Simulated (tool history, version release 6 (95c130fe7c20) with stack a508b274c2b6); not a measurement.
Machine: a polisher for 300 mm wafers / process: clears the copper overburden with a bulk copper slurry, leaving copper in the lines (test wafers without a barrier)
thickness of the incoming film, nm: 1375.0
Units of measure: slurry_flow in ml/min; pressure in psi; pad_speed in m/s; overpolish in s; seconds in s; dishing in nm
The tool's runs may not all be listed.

run,hour,slurry_flow,pressure,pad_speed,slurry_solids,overpolish,seconds,dishing
1,0.0,225,2.0,1.28,1.0,29,211.03,81.549
2,3.3,225,2.2,1.30,1.0,23,189.68,77.247
3,12.2,225,2.3,1.30,1.0,21,183.17,75.080
4,16.4,225,2.3,1.30,0.8,21,194.32,74.043
5,18.2,225,2.4,1.30,0.8,19,182.93,70.376
6,23.4,225,2.4,1.30,0.9,19,182.49,72.842
7,27.9,225,2.5,1.30,0.9,18,173.82,70.122
8,35.1,230,2.7,1.30,0.9,21,163.01,78.101

Estimate the outcome of run 9 from the log above:
9,40.1,230,2.7,1.30,0.9,20,?,?

Run 9 measured seconds 165.80 s, dishing 79.282 nm.
